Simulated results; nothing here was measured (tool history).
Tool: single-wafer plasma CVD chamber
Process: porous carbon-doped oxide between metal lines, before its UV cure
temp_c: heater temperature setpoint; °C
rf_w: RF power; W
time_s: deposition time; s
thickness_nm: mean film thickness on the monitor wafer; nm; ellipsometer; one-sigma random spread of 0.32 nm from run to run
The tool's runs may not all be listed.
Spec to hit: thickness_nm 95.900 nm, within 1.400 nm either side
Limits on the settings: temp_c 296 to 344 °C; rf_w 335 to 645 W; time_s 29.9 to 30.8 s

run	hour	temp_c	rf_w	time_s	thickness_nm
1	0.0	320	490	29.9	132.940
2	2.1	327	445	29.9	115.440
3	11.0	317	445	29.9	122.170
4	18.4	307	445	29.9	129.180
5	20.8	307	445	29.9	130.090
6	26.4	307	445	29.9	129.480
# hour 30.1: RF generator calibrated
7	30.1	317	425	29.9	120.440
8	38.7	324	400	29.9	106.740
9	44.5	336	395	29.9	98.489
10	48.4	337	395	29.9	97.985
11	51.7	338	395	29.9	97.856
12	54.1	342	390	29.9	94.212

Next run, 4 choices. One meets every target within its allowed miss, the rest don't. Which?
A	56.5	340	385	30.8	?
B	56.5	339	395	30.7	?
C	56.5	344	410	29.9	?
D	56.5	340	405	29.9	?

move	thickness_nm
A	96.343
B	99.799
C	99.520
D	99.944
A: every result within its allowed miss
B: carries the result that was furthest off beyond its target, to the other side
C: carries the result that was furthest off beyond its target, to the other side
D: carries the result that was furthest off beyond its target, to the other side
A meets every target.
